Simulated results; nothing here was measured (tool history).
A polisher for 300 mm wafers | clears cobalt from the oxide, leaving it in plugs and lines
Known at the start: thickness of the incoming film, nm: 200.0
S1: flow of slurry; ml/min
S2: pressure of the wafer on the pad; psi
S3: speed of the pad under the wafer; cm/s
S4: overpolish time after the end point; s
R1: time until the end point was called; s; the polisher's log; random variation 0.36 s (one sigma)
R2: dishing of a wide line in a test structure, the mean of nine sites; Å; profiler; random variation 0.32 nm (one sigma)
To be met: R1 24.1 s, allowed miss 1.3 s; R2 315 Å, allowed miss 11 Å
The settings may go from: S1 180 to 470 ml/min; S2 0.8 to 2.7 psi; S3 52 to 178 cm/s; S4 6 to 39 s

| run | hour | S1 | S2 | S3 | S4 | R1 | R2 |
|---|---|---|---|---|---|---|---|
| 1 | 0 | 300 | 1.7 | 114 | 20 | 36.508 | 317.11 |
| 2 | 8.9 | 300 | 1.9 | 116 | 18 | 31.784 | 315.71 |
| 3 | 13.9 | 340 | 1.9 | 116 | 18 | 30.93 | 317.6 |
| 4 | 15.8 | 340 | 1.9 | 136 | 18 | 26.35 | 323.55 |
| 5 | 23 | 340 | 1.9 | 136 | 10 | 27.168 | 291.79 |
| 6 | 23.6 | 340 | 1.9 | 136 | 12 | 27.087 | 313.6 |
| 7 | 32.3 | 340 | 2 | 136 | 12 | 25.347 | 307.44 |
| 8 | 37.9 | 340 | 2 | 136 | 13 | 25.112 | 312.53 |

5 next moves are on the table. One of them brings every result within its allowed miss. Which?
| A | 43.5 | 415 | 2.2 | 132 | 13 | ? | ? |
| B | 43.5 | 300 | 2 | 126 | 15 | ? | ? |
| C | 43.5 | 470 | 2 | 114 | 14 | ? | ? |
| D | 43.5 | 400 | 2.3 | 140 | 11 | ? | ? |
| E | 43.5 | 405 | 2.2 | 116 | 13 | ? | ? |

| move | R1 | R2 |
|---|---|---|
| A | 23.446 | 321.05 |
| B | 27.648 | 320.55 |
| C | 29.438 | 314.13 |
| D | 21.252 | 317.62 |
| E | 26.629 | 315.24 |
A: meets every target
B: further off than the last run
C: further off than the last run
D: takes the result that was furthest off past its target
E: further off than the last run
The right move is A.

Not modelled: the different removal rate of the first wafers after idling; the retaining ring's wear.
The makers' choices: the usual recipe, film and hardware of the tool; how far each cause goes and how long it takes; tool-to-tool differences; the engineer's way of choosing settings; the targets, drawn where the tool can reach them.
